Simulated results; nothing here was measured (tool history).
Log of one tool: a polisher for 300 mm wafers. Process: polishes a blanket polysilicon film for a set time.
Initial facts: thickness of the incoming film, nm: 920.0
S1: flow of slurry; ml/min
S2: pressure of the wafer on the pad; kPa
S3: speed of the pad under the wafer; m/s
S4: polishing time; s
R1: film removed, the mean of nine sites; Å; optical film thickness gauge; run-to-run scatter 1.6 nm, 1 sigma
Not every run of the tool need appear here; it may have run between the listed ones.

run,hour,S1,S2,S3,S4,R1
1,0.0,160,21.4,1.22,22,2581.0
2,6.7,160,21.4,1.22,20,2284.4
3,8.0,160,21.4,1.00,20,1939.9
4,11.2,160,21.4,0.70,20,1339.8
5,12.1,180,21.4,0.70,20,1396.0
# hour 17.8: worn pad replaced by a new one
6,17.8,175,20.7,0.70,20,1445.7

Expected results for the next run?
7,23.4,165,20.0,0.70,20,?

{"run 7": {"R1": 1429.1}}
